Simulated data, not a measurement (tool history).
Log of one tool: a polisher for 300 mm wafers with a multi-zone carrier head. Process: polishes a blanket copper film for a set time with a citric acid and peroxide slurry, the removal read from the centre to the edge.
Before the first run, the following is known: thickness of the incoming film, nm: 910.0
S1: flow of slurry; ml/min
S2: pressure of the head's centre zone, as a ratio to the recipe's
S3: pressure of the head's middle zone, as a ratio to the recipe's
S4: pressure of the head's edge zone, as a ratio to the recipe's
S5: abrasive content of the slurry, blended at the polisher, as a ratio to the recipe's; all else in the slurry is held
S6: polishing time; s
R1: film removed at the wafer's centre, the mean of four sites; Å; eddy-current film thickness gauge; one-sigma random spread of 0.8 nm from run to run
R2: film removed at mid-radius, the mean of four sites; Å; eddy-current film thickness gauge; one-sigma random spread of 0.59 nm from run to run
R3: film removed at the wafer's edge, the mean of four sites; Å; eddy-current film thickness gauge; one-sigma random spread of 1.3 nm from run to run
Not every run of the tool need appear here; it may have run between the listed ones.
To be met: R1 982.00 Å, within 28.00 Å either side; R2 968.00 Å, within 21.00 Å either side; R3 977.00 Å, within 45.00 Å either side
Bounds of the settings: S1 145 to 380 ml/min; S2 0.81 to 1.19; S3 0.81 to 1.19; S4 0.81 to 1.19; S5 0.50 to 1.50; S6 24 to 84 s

run	day	S1	S2	S3	S4	S5	S6	R1	R2	R3
1	0.000	245	1.00	1.00	1.00	1.00	54	1076.00	1100.00	1083.10
2	0.075	240	1.00	0.99	0.99	1.00	54	1064.40	1095.40	1068.60
3	0.229	235	1.00	0.98	0.98	1.00	54	1081.30	1075.00	1089.70
4	0.342	270	1.00	0.98	0.98	1.00	54	1078.60	1099.80	1086.60
5	0.604	265	1.00	0.97	0.97	0.95	54	1045.20	1068.50	1063.00
6	0.725	260	1.00	0.96	0.96	0.95	54	1064.20	1056.80	1045.10
7	0.867	255	0.99	0.95	0.95	0.95	54	1053.80	1036.30	1030.00
8	1.229	250	0.98	0.95	0.95	0.95	54	1033.30	1036.90	1037.60

Of the 5 settings listed for the next run, only one would bring every result within its allowed miss of target. Which one?
A	1.592	225	1.03	0.87	1.00	0.95	53	?	?	?
B	1.592	315	1.17	1.04	0.82	1.05	44	?	?	?
C	1.592	285	1.12	0.93	0.87	1.05	47	?	?	?
D	1.592	275	0.97	0.92	0.86	0.75	55	?	?	?
E	1.592	300	0.93	0.94	0.93	0.80	53	?	?	?

move	R1	R2	R3
A	1055.10	938.43	1054.20
B	1056.60	955.44	865.06
C	1070.80	922.58	935.89
D	971.50	959.88	979.28
E	923.21	968.29	990.83
A: carries the result that was furthest off beyond its target, to the other side
B: the worst result of the last run now meets its target, but another is out of spec
C: carries the result that was furthest off beyond its target, to the other side
D: every result within its allowed miss
E: the worst result of the last run now meets its target, but another is out of spec
Correct choice: D, which meets every target
